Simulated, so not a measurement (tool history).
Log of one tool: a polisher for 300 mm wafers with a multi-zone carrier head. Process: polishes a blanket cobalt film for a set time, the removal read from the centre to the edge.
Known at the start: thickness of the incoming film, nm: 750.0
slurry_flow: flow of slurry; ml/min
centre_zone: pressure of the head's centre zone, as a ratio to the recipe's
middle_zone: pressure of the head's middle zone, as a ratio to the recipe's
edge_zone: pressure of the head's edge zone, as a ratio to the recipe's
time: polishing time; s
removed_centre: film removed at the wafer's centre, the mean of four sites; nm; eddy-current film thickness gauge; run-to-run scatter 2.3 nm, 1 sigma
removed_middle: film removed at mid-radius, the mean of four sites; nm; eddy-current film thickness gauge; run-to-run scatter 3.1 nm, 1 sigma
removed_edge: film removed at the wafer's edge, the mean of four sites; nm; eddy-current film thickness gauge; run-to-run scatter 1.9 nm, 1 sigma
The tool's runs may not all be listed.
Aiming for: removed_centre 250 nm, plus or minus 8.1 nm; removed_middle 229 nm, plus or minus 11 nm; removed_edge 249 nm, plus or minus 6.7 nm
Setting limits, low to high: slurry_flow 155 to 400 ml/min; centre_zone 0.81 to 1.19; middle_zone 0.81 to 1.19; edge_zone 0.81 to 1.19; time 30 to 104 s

Run 1, hour 0: slurry_flow 255 ml/min, centre_zone 1, middle_zone 1, edge_zone 1, time 67 s. Result: removed_centre 314.18 nm, removed_middle 311.76 nm, removed_edge 324.83 nm.
Run 2, hour 3.5: slurry_flow 250 ml/min, centre_zone 0.99, middle_zone 0.97, edge_zone 0.96, time 63 s. Result: removed_centre 294.49 nm, removed_middle 287.56 nm, removed_edge 300.79 nm.
Run 3, hour 5.9: slurry_flow 250 ml/min, centre_zone 0.99, middle_zone 1, edge_zone 0.96, time 63 s. Result: removed_centre 298.82 nm, removed_middle 296.76 nm, removed_edge 301.08 nm.
Run 4, hour 8.5: slurry_flow 225 ml/min, centre_zone 0.99, middle_zone 1, edge_zone 0.96, time 63 s. Result: removed_centre 293.17 nm, removed_middle 293.64 nm, removed_edge 294.8 nm.
Run 5, hour 9.9: slurry_flow 225 ml/min, centre_zone 1.05, middle_zone 1, edge_zone 0.96, time 63 s. Result: removed_centre 306.78 nm, removed_middle 304.58 nm, removed_edge 290.99 nm.
Run 6, hour 15.7: slurry_flow 225 ml/min, centre_zone 1.05, middle_zone 0.95, edge_zone 0.96, time 63 s. Result: removed_centre 302.04 nm, removed_middle 278.73 nm, removed_edge 293.66 nm.
Run 7, hour 19.1: slurry_flow 225 ml/min, centre_zone 1.05, middle_zone 0.95, edge_zone 0.96, time 63 s. Result: removed_centre 307.68 nm, removed_middle 280.65 nm, removed_edge 291.63 nm.
Run 8, hour 25.4: slurry_flow 215 ml/min, centre_zone 1.02, middle_zone 0.93, edge_zone 0.94, time 61 s. Result: removed_centre 286.71 nm, removed_middle 276.09 nm, removed_edge 279.83 nm.
Run 9, hour 27.3: slurry_flow 220 ml/min, centre_zone 1.02, middle_zone 0.91, edge_zone 0.94, time 58 s. Result: removed_centre 270.72 nm, removed_middle 248.17 nm, removed_edge 270.47 nm.

Next run, 4 choices. One meets every target within its allowed miss, the rest don't. Which?
Run A, hour 29.2: slurry_flow 265 ml/min, centre_zone 1.07, middle_zone 0.87, edge_zone 0.98, time 50 s. Result: removed_centre ?, removed_middle ?, removed_edge ?.
Run B, hour 29.2: slurry_flow 205 ml/min, centre_zone 0.92, middle_zone 0.92, edge_zone 1, time 53 s. Result: removed_centre ?, removed_middle ?, removed_edge ?.
Run C, hour 29.2: slurry_flow 360 ml/min, centre_zone 1.02, middle_zone 0.93, edge_zone 0.99, time 50 s. Result: removed_centre ?, removed_middle ?, removed_edge ?.
Run D, hour 29.2: slurry_flow 215 ml/min, centre_zone 0.96, middle_zone 0.82, edge_zone 1.02, time 52 s. Result: removed_centre ?, removed_middle ?, removed_edge ?.

move  removed_centre  removed_middle  removed_edge
   A          252.27          215.63        239.27
   B          228.91          231.14        249.19
   C           251.6          235.06        245.96
   D          233.74          207.76        248.56
A: moves the result that the last run missed by most past its target, out the other side
B: corrects the largest miss of the last run, while another result sits out of spec
C: each result inside its tolerance
D: corrects the largest miss of the last run, while another result sits out of spec
The move that meets every target is C.

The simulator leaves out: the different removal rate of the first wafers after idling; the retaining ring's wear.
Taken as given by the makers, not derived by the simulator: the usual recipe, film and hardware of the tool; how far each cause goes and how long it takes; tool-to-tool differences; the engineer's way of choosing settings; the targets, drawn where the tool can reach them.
